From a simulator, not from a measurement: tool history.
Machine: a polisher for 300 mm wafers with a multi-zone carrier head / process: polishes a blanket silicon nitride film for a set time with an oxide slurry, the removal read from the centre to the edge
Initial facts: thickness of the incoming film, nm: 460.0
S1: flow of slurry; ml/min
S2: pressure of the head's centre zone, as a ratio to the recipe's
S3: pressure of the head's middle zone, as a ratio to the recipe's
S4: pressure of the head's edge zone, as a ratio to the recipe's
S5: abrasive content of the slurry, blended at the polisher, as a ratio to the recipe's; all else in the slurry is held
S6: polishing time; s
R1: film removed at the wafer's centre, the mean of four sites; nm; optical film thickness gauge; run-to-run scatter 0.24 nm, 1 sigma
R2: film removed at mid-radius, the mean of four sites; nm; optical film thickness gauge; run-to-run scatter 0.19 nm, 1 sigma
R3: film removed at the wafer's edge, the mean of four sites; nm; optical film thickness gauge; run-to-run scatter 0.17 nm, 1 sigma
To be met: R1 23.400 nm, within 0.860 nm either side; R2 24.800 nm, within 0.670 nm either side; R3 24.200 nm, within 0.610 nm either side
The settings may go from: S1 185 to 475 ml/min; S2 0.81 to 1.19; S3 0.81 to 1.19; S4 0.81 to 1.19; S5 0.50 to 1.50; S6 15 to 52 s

run	hour	S1	S2	S3	S4	S5	S6	R1	R2	R3
1	0.0	305	1.00	1.00	1.00	1.00	33	14.915	14.896	15.112
2	5.8	315	1.02	1.04	1.05	1.15	35	16.633	16.906	17.137
3	13.8	375	1.02	1.04	1.05	1.15	35	16.997	17.225	17.408
4	16.6	375	1.02	1.12	1.05	1.15	35	16.938	18.136	17.321
5	23.0	375	1.02	1.12	1.05	1.25	35	17.222	18.582	17.739
6	28.2	380	1.04	1.13	1.08	1.35	37	19.449	20.306	19.413
7	29.1	385	1.03	1.13	1.10	1.40	39	20.351	21.320	20.856
8	34.0	385	1.03	1.14	1.11	1.45	40	20.645	22.601	21.881
9	42.6	390	1.04	1.14	1.12	1.45	41	22.168	23.026	22.190
10	47.4	390	1.03	1.14	1.12	1.45	42	22.034	23.742	22.643
11	48.7	390	1.03	1.14	1.13	1.45	43	22.618	24.306	23.518

Exercise: of the 5 proposed moves below, exactly one satisfies all targets within the stated allowed misses. Which move is it?
A	50.0	340	0.96	1.07	1.18	1.45	44	?	?	?
B	50.0	310	1.07	1.16	1.18	1.50	44	?	?	?
C	50.0	440	0.98	1.06	1.18	1.50	43	?	?	?
D	50.0	435	0.89	1.14	1.18	1.50	46	?	?	?
E	50.0	385	0.99	1.08	1.19	1.50	46	?	?	?

move	R1	R2	R3
A	21.428	23.020	24.518
B	23.901	24.663	24.545
C	22.072	22.989	24.575
D	21.420	26.166	26.245
E	23.599	24.740	26.185
A: puts the biggest miss on target and leaves a different result outside tolerance
B: meets every target
C: puts the biggest miss on target and leaves a different result outside tolerance
D: takes the result that was furthest off past its target
E: takes the result that was furthest off past its target
So the answer is move B, the one that meets all the targets.
